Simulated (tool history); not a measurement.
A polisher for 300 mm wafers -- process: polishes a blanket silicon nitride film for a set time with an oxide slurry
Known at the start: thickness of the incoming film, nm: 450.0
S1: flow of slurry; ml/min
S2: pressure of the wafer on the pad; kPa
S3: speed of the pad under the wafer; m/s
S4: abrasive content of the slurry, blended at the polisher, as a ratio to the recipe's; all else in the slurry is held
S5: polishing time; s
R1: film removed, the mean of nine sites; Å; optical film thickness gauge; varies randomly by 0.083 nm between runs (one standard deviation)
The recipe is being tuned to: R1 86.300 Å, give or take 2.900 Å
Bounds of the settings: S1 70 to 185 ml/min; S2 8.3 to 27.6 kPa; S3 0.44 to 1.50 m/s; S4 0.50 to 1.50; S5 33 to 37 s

{"run": 1, "day": 0.0, "S1": 120, "S2": 17.9, "S3": 0.96, "S4": 1.0, "S5": 37, "R1": 164.45}
{"run": 2, "day": 0.221, "S1": 115, "S2": 15.2, "S3": 0.94, "S4": 1.0, "S5": 37, "R1": 135.2}
{"run": 3, "day": 0.267, "S1": 110, "S2": 13.1, "S3": 0.94, "S4": 1.0, "S5": 37, "R1": 115.57}
{"run": 4, "day": 0.383, "S1": 105, "S2": 12.4, "S3": 0.94, "S4": 1.0, "S5": 37, "R1": 108.1}
{"run": 5, "day": 0.708, "S1": 105, "S2": 12.4, "S3": 0.94, "S4": 0.8, "S5": 37, "R1": 100.45}
{"run": 6, "day": 1.05, "S1": 130, "S2": 12.4, "S3": 0.94, "S4": 0.8, "S5": 37, "R1": 104.86}
{"run": 7, "day": 1.421, "S1": 125, "S2": 11.7, "S3": 0.94, "S4": 0.8, "S5": 37, "R1": 100.38}
{"run": 8, "day": 1.767, "S1": 105, "S2": 9.0, "S3": 0.94, "S4": 0.8, "S5": 37, "R1": 74.877}

Consider the 4 candidate settings below. Which is the only one whose results all fall within their allowed miss of target?
{"run": "A", "day": 2.112, "S1": 120, "S2": 9.7, "S3": 0.8, "S4": 0.65, "S5": 33, "R1": "?"}
{"run": "B", "day": 2.112, "S1": 100, "S2": 9.7, "S3": 0.86, "S4": 0.8, "S5": 33, "R1": "?"}
{"run": "C", "day": 2.112, "S1": 100, "S2": 11.0, "S3": 0.9, "S4": 0.85, "S5": 36, "R1": "?"}
{"run": "D", "day": 2.112, "S1": 130, "S2": 11.0, "S3": 0.5, "S4": 0.85, "S5": 37, "R1": "?"}

move=A R1=60.912
move=B R1=66.361
move=C R1=87.093
move=D R1=59.637
A: misses by more than the last run did
B: misses by more than the last run did
C: every result lands within tolerance
D: misses by more than the last run did
C is the move that brings every result within its allowed miss.
